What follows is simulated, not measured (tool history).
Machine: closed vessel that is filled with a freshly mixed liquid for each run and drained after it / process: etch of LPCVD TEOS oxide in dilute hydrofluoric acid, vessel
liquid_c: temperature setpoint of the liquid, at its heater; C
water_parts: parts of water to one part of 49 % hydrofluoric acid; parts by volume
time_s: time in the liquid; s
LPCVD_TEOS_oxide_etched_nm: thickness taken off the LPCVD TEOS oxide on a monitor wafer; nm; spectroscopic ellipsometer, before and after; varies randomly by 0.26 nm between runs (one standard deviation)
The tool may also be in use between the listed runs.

run	hour	liquid_c	water_parts	time_s	LPCVD_TEOS_oxide_etched_nm
1	0	22	135	95	13.891
2	0.5	22	165	95	10.935
3	5.9	22	165	100	11.43
4	12	23.5	150	100	13.59
5	16.1	26	150	100	14.849
6	20.4	26.5	140	100	16.449
7	23.3	27	130	100	18.471

Forecast run 8:
8	31.7	27.5	125	100	?

LPCVD_TEOS_oxide_etched_nm: 19.612 nm

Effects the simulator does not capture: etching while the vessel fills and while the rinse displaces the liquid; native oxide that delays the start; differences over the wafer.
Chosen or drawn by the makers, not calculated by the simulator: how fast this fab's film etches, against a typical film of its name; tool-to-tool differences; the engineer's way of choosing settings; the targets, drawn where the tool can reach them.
